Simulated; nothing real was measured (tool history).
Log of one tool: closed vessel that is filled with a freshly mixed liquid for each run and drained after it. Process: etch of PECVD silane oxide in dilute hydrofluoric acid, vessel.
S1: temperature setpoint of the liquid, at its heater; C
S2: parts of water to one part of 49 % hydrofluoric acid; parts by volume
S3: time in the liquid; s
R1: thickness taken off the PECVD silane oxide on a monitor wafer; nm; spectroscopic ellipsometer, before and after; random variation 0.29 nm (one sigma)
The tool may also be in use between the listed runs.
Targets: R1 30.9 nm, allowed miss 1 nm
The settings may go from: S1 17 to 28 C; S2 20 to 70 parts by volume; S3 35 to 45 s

| run | day | S1 | S2 | S3 | R1 |
|---|---|---|---|---|---|
| 1 | 0 | 20 | 40 | 45 | 17.015 |
| 2 | 0.083 | 18.5 | 40 | 45 | 15.92 |
| 3 | 0.371 | 18.5 | 30 | 45 | 21.504 |
| 4 | 0.679 | 18.5 | 30 | 35 | 16.445 |
| 5 | 1.017 | 20 | 30 | 35 | 17.639 |
| 6 | 1.142 | 20 | 40 | 35 | 13.084 |
| 7 | 1.204 | 20 | 40 | 35 | 12.919 |
| 8 | 1.346 | 21.5 | 35 | 35 | 15.807 |
| 9 | 1.592 | 22.5 | 30 | 35 | 19.434 |
| 10 | 1.638 | 26.5 | 20 | 35 | 35.321 |
| 11 | 1.717 | 26 | 20 | 35 | 34.528 |
| 12 | 1.9 | 25.5 | 20 | 35 | 33.694 |

4 next moves are on the table. One of them brings every result within its allowed miss. Which?
| A | 2.083 | 25 | 25 | 45 | ? |
| B | 2.083 | 20.5 | 20 | 40 | ? |
| C | 2.083 | 24.5 | 20 | 40 | ? |
| D | 2.083 | 21.5 | 20 | 35 | ? |

| move | R1 |
|---|---|
| A | 33.566 |
| B | 31.004 |
| C | 36.777 |
| D | 28.325 |
A: as far off as the last run
B: meets every target
C: further off than the last run
D: takes the result that was furthest off past its target
Move B is the one to make.
